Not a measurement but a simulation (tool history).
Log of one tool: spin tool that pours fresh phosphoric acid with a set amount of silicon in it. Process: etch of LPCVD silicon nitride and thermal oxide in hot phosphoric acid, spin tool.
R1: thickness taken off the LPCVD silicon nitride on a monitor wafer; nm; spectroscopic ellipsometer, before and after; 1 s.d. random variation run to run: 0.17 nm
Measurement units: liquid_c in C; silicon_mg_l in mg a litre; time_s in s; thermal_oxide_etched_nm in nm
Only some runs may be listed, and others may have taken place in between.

run 1 hour=0 | liquid_c=160 silicon_mg_l=9.5 time_s=180 | R1=14.065 thermal_oxide_etched_nm=0.37423
run 2 hour=5.4 | liquid_c=161 silicon_mg_l=9.5 time_s=180 | R1=14.403 thermal_oxide_etched_nm=0.44922
run 3 hour=8.5 | liquid_c=159.5 silicon_mg_l=9.5 time_s=180 | R1=13.808 thermal_oxide_etched_nm=0.36656
run 4 hour=11 | liquid_c=160 silicon_mg_l=10.5 time_s=195 | R1=15.206 thermal_oxide_etched_nm=0.40836
run 5 hour=18.6 | liquid_c=160 silicon_mg_l=10.5 time_s=235 | R1=18.231 thermal_oxide_etched_nm=0.44666
run 6 hour=23.6 | liquid_c=160 silicon_mg_l=6 time_s=235 | R1=18.223 thermal_oxide_etched_nm=0.54387
run 7 hour=24.9 | liquid_c=160.5 silicon_mg_l=7 time_s=240 | R1=18.791 thermal_oxide_etched_nm=0.47259

Run 8, settings as shown, results not yet in. Your forecast:
run 8 hour=32.3 | liquid_c=161 silicon_mg_l=5.5 time_s=250 | R1=? thermal_oxide_etched_nm=?

{"run 8": {"R1": 19.979, "thermal_oxide_etched_nm": 0.59319}}
